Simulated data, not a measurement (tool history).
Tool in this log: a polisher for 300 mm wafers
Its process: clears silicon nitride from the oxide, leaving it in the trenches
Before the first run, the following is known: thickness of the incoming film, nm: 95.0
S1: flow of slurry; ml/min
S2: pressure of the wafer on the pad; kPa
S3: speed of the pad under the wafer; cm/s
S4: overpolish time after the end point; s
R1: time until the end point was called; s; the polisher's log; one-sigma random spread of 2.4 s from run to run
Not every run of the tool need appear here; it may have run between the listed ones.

Run 1, day 0: S1 195 ml/min, S2 22.1 kPa, S3 84 cm/s, S4 4 s. Result: R1 132.93 s.
Run 2, day 0.296: S1 195 ml/min, S2 20.7 kPa, S3 84 cm/s, S4 4 s. Result: R1 143.62 s.
Run 3, day 0.354: S1 195 ml/min, S2 23.4 kPa, S3 84 cm/s, S4 4 s. Result: R1 126.7 s.
Run 4, day 0.721: S1 195 ml/min, S2 23.4 kPa, S3 100 cm/s, S4 4 s. Result: R1 108.9 s.
At day 0.746: slurry nozzle cleaned.
Run 5, day 0.746: S1 195 ml/min, S2 23.4 kPa, S3 118 cm/s, S4 4 s. Result: R1 86.58 s.
Run 6, day 0.904: S1 240 ml/min, S2 23.4 kPa, S3 118 cm/s, S4 4 s. Result: R1 86.157 s.
Run 7, day 0.992: S1 240 ml/min, S2 23.4 kPa, S3 118 cm/s, S4 4 s. Result: R1 82.692 s.
Run 8, day 1.242: S1 235 ml/min, S2 20.7 kPa, S3 116 cm/s, S4 4 s. Result: R1 93.953 s.

Predict the results of run 9:
Run 9, day 1.55: S1 235 ml/min, S2 20.7 kPa, S3 116 cm/s, S4 4 s. Result: R1 ?.

{"run 9": {"R1": 94.934}}

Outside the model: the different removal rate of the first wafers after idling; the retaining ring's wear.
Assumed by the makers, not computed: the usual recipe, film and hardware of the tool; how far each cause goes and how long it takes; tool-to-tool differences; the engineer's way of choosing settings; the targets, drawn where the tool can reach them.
